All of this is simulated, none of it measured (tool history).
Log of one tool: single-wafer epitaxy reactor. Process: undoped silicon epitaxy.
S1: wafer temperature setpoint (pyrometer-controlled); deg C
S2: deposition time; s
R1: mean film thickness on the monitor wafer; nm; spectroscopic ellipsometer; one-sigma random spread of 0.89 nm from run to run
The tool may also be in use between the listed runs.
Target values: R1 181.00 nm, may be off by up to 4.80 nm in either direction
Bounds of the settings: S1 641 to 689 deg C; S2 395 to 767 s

run 1 hour=0.0 | S1=665 S2=581 | R1=129.58
run 2 hour=7.7 | S1=669 S2=583 | R1=140.93
run 3 hour=9.8 | S1=669 S2=663 | R1=160.44
run 4 hour=17.3 | S1=665 S2=663 | R1=149.35
run 5 hour=24.1 | S1=668 S2=664 | R1=158.31
run 6 hour=32.3 | S1=668 S2=701 | R1=165.34
run 7 hour=35.5 | S1=669 S2=702 | R1=169.05
run 8 hour=40.2 | S1=670 S2=702 | R1=173.50
run 9 hour=41.5 | S1=671 S2=702 | R1=175.71

Which one of the following 4 next-run settings gets every result inside its allowed miss? There is exactly one.
run A hour=42.8 | S1=670 S2=738 | R1=?
run B hour=42.8 | S1=681 S2=641 | R1=?
run C hour=42.8 | S1=670 S2=674 | R1=?
run D hour=42.8 | S1=671 S2=672 | R1=?

move=A R1=182.65
move=B R1=193.82
move=C R1=166.81
move=D R1=169.40
A: all results in spec
B: takes the biggest miss from the last run beyond its target
C: moves away from the targets compared with the last run
D: moves away from the targets compared with the last run
A meets every target.
